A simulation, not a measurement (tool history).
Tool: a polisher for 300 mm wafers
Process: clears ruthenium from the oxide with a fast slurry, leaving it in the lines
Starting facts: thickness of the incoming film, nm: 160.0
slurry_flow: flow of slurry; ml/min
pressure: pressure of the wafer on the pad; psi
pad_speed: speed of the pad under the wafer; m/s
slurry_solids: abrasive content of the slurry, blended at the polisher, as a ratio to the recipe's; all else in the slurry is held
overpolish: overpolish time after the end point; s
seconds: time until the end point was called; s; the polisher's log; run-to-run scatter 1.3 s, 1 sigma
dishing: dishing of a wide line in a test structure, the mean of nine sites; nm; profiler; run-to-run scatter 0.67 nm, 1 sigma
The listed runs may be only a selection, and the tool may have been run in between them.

| run | hour | slurry_flow | pressure | pad_speed | slurry_solids | overpolish | seconds | dishing |
|---|---|---|---|---|---|---|---|---|
| 1 | 0.0 | 260 | 2.9 | 1.00 | 1.0 | 29 | 32.984 | 92.563 |
| 2 | 6.9 | 260 | 2.9 | 1.00 | 0.8 | 29 | 37.125 | 85.865 |
| 3 | 8.2 | 260 | 2.9 | 1.22 | 0.8 | 29 | 30.680 | 100.480 |
| 4 | 13.2 | 260 | 2.5 | 1.08 | 0.8 | 28 | 40.007 | 78.171 |
| 5 | 19.1 | 260 | 2.2 | 0.98 | 0.8 | 27 | 48.843 | 62.948 |
| 6 | 21.2 | 260 | 2.6 | 0.98 | 0.8 | 27 | 42.495 | 74.783 |
| 7 | 30.1 | 260 | 2.2 | 0.92 | 0.8 | 27 | 53.450 | 59.917 |
| 8 | 31.4 | 260 | 2.0 | 0.90 | 0.8 | 27 | 58.570 | 56.207 |
| 9 | 38.7 | 260 | 2.0 | 0.90 | 0.8 | 27 | 60.615 | 55.419 |
| 10 | 42.0 | 260 | 2.0 | 0.90 | 0.8 | 27 | 58.812 | 55.901 |
| 11 | 47.0 | 260 | 1.8 | 0.88 | 0.8 | 27 | 66.001 | 50.273 |

Forecast run 12:
| 12 | 50.5 | 260 | 1.3 | 0.84 | 0.8 | 26 | ? | ? |

Run 12 came out at seconds 97.038 s, dishing 35.185 nm.
